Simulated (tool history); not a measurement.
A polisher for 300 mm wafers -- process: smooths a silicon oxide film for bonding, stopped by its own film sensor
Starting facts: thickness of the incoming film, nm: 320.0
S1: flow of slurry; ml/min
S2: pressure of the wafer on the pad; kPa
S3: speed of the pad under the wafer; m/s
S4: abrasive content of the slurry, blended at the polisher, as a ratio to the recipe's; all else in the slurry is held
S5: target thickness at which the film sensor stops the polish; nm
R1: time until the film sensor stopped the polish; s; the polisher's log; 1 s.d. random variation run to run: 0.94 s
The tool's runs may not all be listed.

run,hour,S1,S2,S3,S4,S5,R1
1,0,155,9.7,1,1,282,92.353
2,6.8,155,11,1.02,1,282,81.508
3,15.3,155,11,1.26,1,282,69.158
4,19,155,11,1.26,1.1,282,62.76
5,25.7,155,11,1.26,1,282,67.631
6,31.3,155,11.7,1.26,1,282,62.922
7,34.3,155,11.7,1.26,1,282,62.41
8,40.8,155,12.4,1.28,1,282,59.094

Expected results for the next run?
9,49.6,155,13.1,1.3,1,282,?

Logged for run 9: R1 55.664 s.
